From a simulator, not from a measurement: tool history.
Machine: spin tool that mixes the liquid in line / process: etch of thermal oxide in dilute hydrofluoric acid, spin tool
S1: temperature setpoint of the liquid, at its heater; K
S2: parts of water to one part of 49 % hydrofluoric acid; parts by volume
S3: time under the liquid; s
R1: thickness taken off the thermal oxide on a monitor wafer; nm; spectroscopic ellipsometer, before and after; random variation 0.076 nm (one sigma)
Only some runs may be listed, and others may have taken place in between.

run    day      S1  S2  S3      R1
  1      0  295.15  40  60  7.0901
  2  0.262  295.15  35  60  8.0785
  3  0.317  291.65  35  60  6.9525
  4  0.579  293.65  35  60  7.4635
  5  0.621  291.65  35  60  6.8525
  6  0.717  291.65  50  60   4.826
  7  0.783  295.65  35  60  8.2255

Run 8 comes next. What will it give?
  8  1.012  299.65  35  60   ?

{"run 8": {"R1": 9.7646}}
